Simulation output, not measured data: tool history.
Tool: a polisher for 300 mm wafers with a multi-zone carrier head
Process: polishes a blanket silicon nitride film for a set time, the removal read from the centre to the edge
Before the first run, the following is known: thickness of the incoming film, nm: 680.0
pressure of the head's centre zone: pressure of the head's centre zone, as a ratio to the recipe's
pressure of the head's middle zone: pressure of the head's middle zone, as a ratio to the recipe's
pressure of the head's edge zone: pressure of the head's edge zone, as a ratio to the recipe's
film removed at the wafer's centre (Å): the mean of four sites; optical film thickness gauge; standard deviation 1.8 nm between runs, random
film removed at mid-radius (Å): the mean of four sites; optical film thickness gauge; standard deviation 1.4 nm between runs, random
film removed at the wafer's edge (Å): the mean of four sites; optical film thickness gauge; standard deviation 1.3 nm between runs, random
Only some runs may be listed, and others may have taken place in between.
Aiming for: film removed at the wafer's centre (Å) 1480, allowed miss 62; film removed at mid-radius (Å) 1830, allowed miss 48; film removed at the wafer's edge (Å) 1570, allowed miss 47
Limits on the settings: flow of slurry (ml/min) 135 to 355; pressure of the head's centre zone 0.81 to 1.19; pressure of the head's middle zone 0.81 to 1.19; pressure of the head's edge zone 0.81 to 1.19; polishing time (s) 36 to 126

run,hour,flow of slurry (ml/min),pressure of the head's centre zone,pressure of the head's middle zone,pressure of the head's edge zone,polishing time (s),film removed at the wafer's centre (Å),film removed at mid-radius (Å),film removed at the wafer's edge (Å)
1,0,225,1,1,1,81,1170.4,1163.9,1148.8
2,6.4,225,1,0.96,1,81,1175,1106.5,1162.4
3,12,240,0.99,1.01,1.04,86,1243.1,1247.5,1273.6
4,12.9,240,0.99,1.04,1.04,86,1207.6,1278.4,1230.9
# hour 18.3: worn pad replaced by a new one
5,18.3,250,0.99,1.07,1.07,91,1432.3,1497.9,1473.3
6,20,250,0.99,1.07,1.07,109,1712.2,1803.9,1749.4
7,22.8,235,0.97,1.08,1.05,109,1666.1,1837.4,1726.9
8,28.1,220,0.96,1.08,1.03,109,1620.2,1796.6,1713.4
9,28.8,220,0.95,1.09,0.99,109,1577.2,1805.1,1656.1

Which of these 5 next moves meets every target?
A,29.5,260,0.91,1.11,0.93,113,?,?,?
B,29.5,235,0.92,0.96,1.03,117,?,?,?
C,29.5,245,1.01,1.18,0.95,104,?,?,?
D,29.5,170,0.95,1.19,0.98,106,?,?,?
E,29.5,225,0.93,1.17,0.86,103,?,?,?

move,film removed at the wafer's centre (Å),film removed at mid-radius (Å),film removed at the wafer's edge (Å)
A,1628.3,1956.1,1715.2
B,1680.4,1769,1851.8
C,1652.8,1883.6,1584.7
D,1494.2,1835.7,1576.7
E,1488.6,1833.3,1487.6
A: lands further from the targets than the last run did
B: lands further from the targets than the last run did
C: meets the target for the result that was furthest off, but another lies outside its allowed miss
D: each result inside its tolerance
E: pushes the last run's worst result past its target
D is the move that brings every result within its allowed miss.

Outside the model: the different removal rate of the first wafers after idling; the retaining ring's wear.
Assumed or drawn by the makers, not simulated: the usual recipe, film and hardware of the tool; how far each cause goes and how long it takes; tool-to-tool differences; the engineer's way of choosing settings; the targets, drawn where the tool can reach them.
